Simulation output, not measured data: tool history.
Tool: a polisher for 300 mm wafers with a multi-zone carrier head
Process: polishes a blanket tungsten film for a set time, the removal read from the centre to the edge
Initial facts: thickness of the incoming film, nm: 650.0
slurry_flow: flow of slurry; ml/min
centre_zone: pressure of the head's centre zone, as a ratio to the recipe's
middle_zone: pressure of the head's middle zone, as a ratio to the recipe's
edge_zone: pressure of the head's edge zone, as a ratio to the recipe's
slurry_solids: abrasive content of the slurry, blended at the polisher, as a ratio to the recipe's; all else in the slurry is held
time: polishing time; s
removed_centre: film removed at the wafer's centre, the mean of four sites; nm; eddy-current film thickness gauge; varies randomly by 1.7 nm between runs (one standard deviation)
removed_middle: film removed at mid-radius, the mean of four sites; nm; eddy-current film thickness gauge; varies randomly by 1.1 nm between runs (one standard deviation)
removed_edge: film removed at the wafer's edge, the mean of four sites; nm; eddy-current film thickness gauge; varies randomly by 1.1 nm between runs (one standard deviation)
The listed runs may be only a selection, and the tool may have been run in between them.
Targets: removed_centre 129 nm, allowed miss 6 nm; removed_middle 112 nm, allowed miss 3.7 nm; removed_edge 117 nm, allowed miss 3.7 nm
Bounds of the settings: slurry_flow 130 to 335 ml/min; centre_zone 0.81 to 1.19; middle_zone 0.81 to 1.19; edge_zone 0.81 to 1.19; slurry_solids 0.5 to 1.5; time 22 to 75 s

run    day  slurry_flow  centre_zone  middle_zone  edge_zone  slurry_solids  time  removed_centre  removed_middle  removed_edge
  1      0          215            1            1          1              1    48          256.99          273.96        264.51
  2  0.367          215            1            1          1              1    40           219.6          223.97        219.26
  3  0.525          205            1         0.98       0.98            0.9    37          189.89          195.77        194.09
  4  0.804          205            1         0.98        0.9            0.9    37          187.66          194.37        185.42
  5  1.038          205         0.95         0.98        0.9            0.9    37          187.02          195.04        186.53
  6  1.258          205         0.95         0.98       0.97            0.9    37          182.83          192.47        195.62
  7  1.462          205         0.98         0.95       0.95           0.85    35          177.81          176.56           175
  8  1.542          200         0.98         0.93       0.94            0.8    34          164.33          164.13        170.04
  9  1.583          170         1.08         0.93       0.84           0.55    22          99.256          90.809        89.742
 10  1.662          230          1.1         0.92       0.94            0.6    22          111.78          97.326        101.25
 11  2.029          240          1.1         0.93       0.96            0.6    22          111.94          98.926        100.71
 12  2.054          245          1.1         0.93       0.98           0.65    22          114.68          101.87        105.94
 13   2.35          250         1.11         0.93       0.99            0.7    22          118.21          104.52        107.41
 14  2.375          250         1.11         0.93       0.99            0.7    22          118.42          103.66         108.9
 15  2.583          255         1.11         0.93          1            0.7    22          118.63          105.85        109.15

4 next moves are on the table. One of them brings every result within its allowed miss. Which?
  A  2.792          280         1.01         0.93       0.99           0.85    24               ?               ?             ?
  B  2.792          270         1.12         0.91       0.96            0.7    24               ?               ?             ?
  C  2.792          285         1.14         1.03       1.02           0.65    24               ?               ?             ?
  D  2.792          240         1.07         0.86       1.01            0.8    24               ?               ?             ?

move  removed_centre  removed_middle  removed_edge
   A          129.23          123.19         128.7
   B          130.92          113.05        119.12
   C          130.45          123.04        119.12
   D          129.82          111.13         125.5
A: takes the result that was furthest off past its target
B: every result lands within tolerance
C: meets the target for the result that was furthest off, but another lies outside its allowed miss
D: takes the result that was furthest off past its target
The move that meets every target is B.
